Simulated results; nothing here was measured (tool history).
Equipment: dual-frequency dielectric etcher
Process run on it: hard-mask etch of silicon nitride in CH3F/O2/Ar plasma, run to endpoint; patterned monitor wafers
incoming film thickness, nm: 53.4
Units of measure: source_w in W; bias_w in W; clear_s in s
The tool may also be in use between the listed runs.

run	day	source_w	bias_w	clear_s
1	0.000	450	68	73.312
2	0.171	520	68	69.216
3	0.296	520	61	72.817
4	0.508	540	64	70.620
5	0.800	540	69	68.392
6	1.062	540	64	70.556

Predict the results of run 7:
7	1.208	560	67	?

Run 7 yielded clear_s 68.565 s.
